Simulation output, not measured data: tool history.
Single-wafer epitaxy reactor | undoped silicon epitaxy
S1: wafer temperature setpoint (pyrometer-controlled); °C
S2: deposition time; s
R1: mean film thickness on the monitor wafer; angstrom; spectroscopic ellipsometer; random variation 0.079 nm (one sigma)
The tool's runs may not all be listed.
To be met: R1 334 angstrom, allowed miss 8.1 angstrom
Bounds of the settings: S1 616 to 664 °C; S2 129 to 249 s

{"run": 1, "hour": 0.0, "S1": 640, "S2": 189, "R1": 247.76}
{"run": 2, "hour": 5.9, "S1": 644, "S2": 189, "R1": 273.23}
{"run": 3, "hour": 6.5, "S1": 646, "S2": 189, "R1": 286.33}
{"run": 4, "hour": 10.5, "S1": 647, "S2": 189, "R1": 295.25}
{"run": 5, "hour": 18.7, "S1": 648, "S2": 189, "R1": 301.81}
{"run": 6, "hour": 25.4, "S1": 639, "S2": 189, "R1": 240.45}
{"run": 7, "hour": 29.8, "S1": 642, "S2": 189, "R1": 260.11}
{"run": 8, "hour": 38.7, "S1": 654, "S2": 190, "R1": 351.93}
{"run": 9, "hour": 46.9, "S1": 654, "S2": 190, "R1": 352.09}
{"run": 10, "hour": 50.3, "S1": 653, "S2": 190, "R1": 344.96}

5 next moves are on the table. One of them brings every result within its allowed miss. Which?
{"run": "A", "hour": 53.7, "S1": 652, "S2": 198, "R1": "?"}
{"run": "B", "hour": 53.7, "S1": 654, "S2": 193, "R1": "?"}
{"run": "C", "hour": 53.7, "S1": 654, "S2": 190, "R1": "?"}
{"run": "D", "hour": 53.7, "S1": 645, "S2": 249, "R1": "?"}
{"run": "E", "hour": 53.7, "S1": 650, "S2": 199, "R1": "?"}

move=A R1=348.97
move=B R1=357.3
move=C R1=351.75
move=D R1=368.78
move=E R1=333.83
A: further off than the last run
B: further off than the last run
C: further off than the last run
D: further off than the last run
E: meets every target
The right move is E.
